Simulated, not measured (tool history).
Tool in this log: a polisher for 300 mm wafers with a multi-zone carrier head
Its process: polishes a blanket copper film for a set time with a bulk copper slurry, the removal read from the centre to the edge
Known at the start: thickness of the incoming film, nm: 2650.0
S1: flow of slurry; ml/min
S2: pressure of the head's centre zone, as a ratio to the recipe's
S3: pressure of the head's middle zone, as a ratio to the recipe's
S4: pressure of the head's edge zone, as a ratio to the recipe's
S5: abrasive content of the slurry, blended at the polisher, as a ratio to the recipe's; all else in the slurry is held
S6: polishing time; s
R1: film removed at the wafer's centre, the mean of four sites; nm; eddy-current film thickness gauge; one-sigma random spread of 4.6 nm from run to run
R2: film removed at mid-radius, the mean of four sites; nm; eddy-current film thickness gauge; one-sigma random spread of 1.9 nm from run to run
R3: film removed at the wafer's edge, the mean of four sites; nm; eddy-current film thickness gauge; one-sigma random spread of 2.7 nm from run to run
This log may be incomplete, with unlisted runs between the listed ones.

run	day	S1	S2	S3	S4	S5	S6	R1	R2	R3
1	0	265	1	1	1	1	85	590.19	576.61	631.39
2	0.354	265	0.97	1	1	1	85	577.76	579.62	632.34
3	0.629	235	1	0.97	0.94	0.85	71	488.2	455.57	481.65
4	1	235	1	0.97	0.94	1	71	492.47	473.89	500.63
5	1.167	300	1	0.97	0.94	1	71	513.85	478	510.74
6	1.521	300	1	0.97	0.94	1.15	71	525.37	488.05	524.85
7	1.788	285	0.99	0.93	0.91	1	61	414.9	396.24	423.79
8	2.046	285	1.01	0.9	0.89	0.9	56	393.16	348.18	385.96
9	2.142	280	1.02	0.89	0.87	0.8	52	364.31	315.84	340.4
# day 2.45: edge zone pressure recalibrated
10	2.45	280	1.01	0.87	0.85	0.7	51	344.32	295.67	328.7

What will run 11 give?
11	2.717	280	1.02	0.87	0.84	0.65	49	?	?	?

Run 11 measured R1 338.04 nm, R2 280.88 nm, R3 305.09 nm.
